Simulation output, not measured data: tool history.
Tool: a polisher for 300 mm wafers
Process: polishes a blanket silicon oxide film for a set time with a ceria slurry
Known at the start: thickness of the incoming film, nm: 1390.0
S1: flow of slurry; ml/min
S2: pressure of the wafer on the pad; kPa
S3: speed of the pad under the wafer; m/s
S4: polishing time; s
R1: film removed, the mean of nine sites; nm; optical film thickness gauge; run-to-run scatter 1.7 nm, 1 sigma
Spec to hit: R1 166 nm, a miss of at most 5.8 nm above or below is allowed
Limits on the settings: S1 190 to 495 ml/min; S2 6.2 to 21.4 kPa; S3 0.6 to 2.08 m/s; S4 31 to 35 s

run	hour	S1	S2	S3	S4	R1
1	0	320	13.8	1.34	35	115.15
2	2.3	320	11	1.34	35	91.931
3	6.5	320	7.6	1.34	35	64.469
4	13.6	320	9	1.34	35	75.711
5	22.4	320	9	1.34	35	75.653
6	25.4	320	9	1.34	31	67.803
7	33.7	320	10.3	1.34	31	76.249
8	37.9	320	11.7	1.34	31	87.941
9	39.5	320	12.4	1.34	31	90.322
10	46.8	320	13.8	1.34	31	102.06
11	54.1	320	14.5	1.34	31	107.21
12	57.4	320	15.2	1.34	31	112.69
13	62.7	320	15.9	1.34	31	114.16
14	65.9	320	16.5	1.34	31	120.96
15	74.7	320	17.2	1.34	31	126
16	75.5	320	17.9	1.34	31	132.51
17	81.3	320	18.6	1.34	31	137.33
18	85.5	320	19.3	1.34	31	139.7
19	88.5	320	19.3	1.34	31	139.91

Pick the move, out of 5, that brings all results within their allowed miss; only one does.
A	91.5	355	21.4	1.34	33	?
B	91.5	215	18.6	1.12	31	?
C	91.5	330	20.7	1.44	35	?
D	91.5	335	17.9	1.28	31	?
E	91.5	310	20	1.4	31	?

move	R1
A	166.92
B	111.05
C	182.99
D	125.81
E	151.91
A: all results land within tolerance of their targets
B: further off than the last run
C: pushes the last run's worst result past its target
D: further off than the last run
E: better than the last run, though not everything is in spec
Move A is the one to make.

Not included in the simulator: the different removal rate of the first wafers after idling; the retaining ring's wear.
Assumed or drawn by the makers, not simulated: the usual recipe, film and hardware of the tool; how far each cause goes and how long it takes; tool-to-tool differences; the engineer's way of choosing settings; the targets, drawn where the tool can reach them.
